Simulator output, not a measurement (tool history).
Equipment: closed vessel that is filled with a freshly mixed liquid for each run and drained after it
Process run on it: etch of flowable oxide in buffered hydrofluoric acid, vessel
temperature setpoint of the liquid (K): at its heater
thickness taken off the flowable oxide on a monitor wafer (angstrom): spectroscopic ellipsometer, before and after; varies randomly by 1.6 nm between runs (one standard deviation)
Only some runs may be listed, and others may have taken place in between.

run,hour,temperature setpoint of the liquid (K),parts of 40 % ammonium fluoride to one part of 49 % hydrofluoric acid (parts by volume),time in the liquid (s),thickness taken off the flowable oxide on a monitor wafer (angstrom)
1,0,298.15,12,85,1699
2,2,295.65,12,85,1483.4
3,10.5,296.65,12,85,1558.6
4,14.9,296.65,15.5,85,1228.4
5,21.9,296.65,17,85,1094.9
6,24.6,297.65,16.5,85,1204.5
7,30.3,297.65,16.5,85,1217.4
# hour 33.2: thermometer replaced
8,33.2,298.65,16,85,1441.7

Expected results for the next run?
9,42,299.15,16,85,?

Run 9 came out at thickness taken off the flowable oxide on a monitor wafer (angstrom) 1479.6.

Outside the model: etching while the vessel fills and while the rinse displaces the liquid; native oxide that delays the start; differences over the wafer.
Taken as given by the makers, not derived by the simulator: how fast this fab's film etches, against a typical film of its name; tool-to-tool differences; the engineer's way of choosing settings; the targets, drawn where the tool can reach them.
